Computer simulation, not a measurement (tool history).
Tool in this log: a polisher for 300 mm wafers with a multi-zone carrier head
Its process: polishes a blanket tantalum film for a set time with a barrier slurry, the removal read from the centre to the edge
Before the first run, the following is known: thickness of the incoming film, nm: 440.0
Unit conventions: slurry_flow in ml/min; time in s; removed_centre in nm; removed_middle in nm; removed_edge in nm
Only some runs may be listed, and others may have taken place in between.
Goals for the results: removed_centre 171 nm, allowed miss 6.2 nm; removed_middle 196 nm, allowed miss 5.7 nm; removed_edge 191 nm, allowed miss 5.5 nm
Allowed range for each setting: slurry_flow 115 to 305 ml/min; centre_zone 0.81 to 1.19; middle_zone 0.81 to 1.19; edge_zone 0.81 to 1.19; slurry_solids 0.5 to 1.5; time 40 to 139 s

run	hour	slurry_flow	centre_zone	middle_zone	edge_zone	slurry_solids	time	removed_centre	removed_middle	removed_edge
1	0	195	1	1	1	1	89	133.95	138.59	128.88
2	8.1	195	1	0.93	1	1	89	132.77	127.23	132.27
3	15.4	200	0.99	0.94	1.02	1.05	91	135.06	133.26	137.48
4	17.5	205	0.99	0.95	1.04	1.1	93	141.73	141.39	143.35
5	25.3	205	0.99	0.95	0.98	1.1	93	142.51	142.06	138.4
6	32.5	205	0.99	0.95	0.94	1.1	93	143.62	140.65	135.34
7	35.5	205	0.98	0.96	0.97	1.15	95	144.24	148.9	142.91
8	40.2	205	0.98	0.96	0.97	1.15	95	144.5	149.04	142.88
9	43.5	205	0.98	0.97	0.99	1.2	96	148.71	152.44	150.18
10	44.9	210	0.98	0.99	1.01	1.25	96	152.38	154.1	151.75
11	48.8	210	0.97	1.01	1.03	1.3	97	153.3	161.28	154.62
12	51.6	210	0.96	1.02	1.05	1.35	98	154.4	164.95	159.42
13	57.3	215	0.95	1.03	1.06	1.35	99	150.31	171.27	162.58
14	59.3	260	1.01	1.05	1.16	1.5	103	182.85	187.45	185.44
15	65.2	260	1	1.05	1.16	1.5	103	178.14	192.2	182.4
16	72.4	260	0.99	1.05	1.16	1.5	104	176.77	189.49	186.57

Which one of the following 5 next-run settings gets every result inside its allowed miss? There is exactly one.
A	79.6	260	1.06	1.02	1.19	1.5	101	?	?	?
B	79.6	305	0.95	1.07	1.19	1.05	112	?	?	?
C	79.6	295	0.9	0.94	1.08	1.5	110	?	?	?
D	79.6	300	1.08	1.09	1.13	1.5	98	?	?	?
E	79.6	260	0.9	0.91	1.19	1.5	111	?	?	?

move	removed_centre	removed_middle	removed_edge
A	179.83	182.03	182.32
B	168.34	197.87	189.28
C	168.55	187.86	191.13
D	180.99	189.82	174.11
E	167.46	181.94	200.66
A: misses by more than the last run did
B: hits every target within its allowed miss
C: misses by more than the last run did
D: misses by more than the last run did
E: misses by more than the last run did
B meets every target.
